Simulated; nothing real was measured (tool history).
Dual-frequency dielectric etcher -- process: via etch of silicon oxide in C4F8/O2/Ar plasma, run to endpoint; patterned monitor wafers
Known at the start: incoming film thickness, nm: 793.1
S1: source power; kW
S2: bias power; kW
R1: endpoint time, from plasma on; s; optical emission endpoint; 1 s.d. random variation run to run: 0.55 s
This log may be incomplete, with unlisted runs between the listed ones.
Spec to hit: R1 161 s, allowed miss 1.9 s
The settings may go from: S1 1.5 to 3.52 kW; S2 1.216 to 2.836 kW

| run | day | S1 | S2 | R1 |
|---|---|---|---|---|
| 1 | 0 | 2.51 | 2.026 | 145.57 |
| 2 | 0.354 | 2.79 | 2.026 | 139.19 |
| 3 | 0.717 | 2.6 | 2.012 | 143.14 |
| 4 | 1.067 | 2.44 | 2 | 148.25 |
| 5 | 1.238 | 2.34 | 1.994 | 151.04 |
| 6 | 1.45 | 2.34 | 1.724 | 156.57 |
| 7 | 1.688 | 2.34 | 1.724 | 156.1 |
| 8 | 1.942 | 2.3 | 1.721 | 157.05 |
| 9 | 2.021 | 2.12 | 1.708 | 163.52 |

Exactly one of the 5 candidate moves below puts every result within its allowed miss. Which one?
| A | 2.1 | 2.01 | 1.739 | ? |
| B | 2.1 | 1.82 | 2.141 | ? |
| C | 2.1 | 1.96 | 2.041 | ? |
| D | 2.1 | 2.22 | 1.498 | ? |
| E | 2.1 | 2.15 | 1.495 | ? |

| move | R1 |
|---|---|
| A | 166.71 |
| B | 165.09 |
| C | 161.96 |
| D | 165.45 |
| E | 167.81 |
A: moves away from the targets compared with the last run
B: moves away from the targets compared with the last run
C: every result lands within tolerance
D: moves away from the targets compared with the last run
E: moves away from the targets compared with the last run
Answer: C

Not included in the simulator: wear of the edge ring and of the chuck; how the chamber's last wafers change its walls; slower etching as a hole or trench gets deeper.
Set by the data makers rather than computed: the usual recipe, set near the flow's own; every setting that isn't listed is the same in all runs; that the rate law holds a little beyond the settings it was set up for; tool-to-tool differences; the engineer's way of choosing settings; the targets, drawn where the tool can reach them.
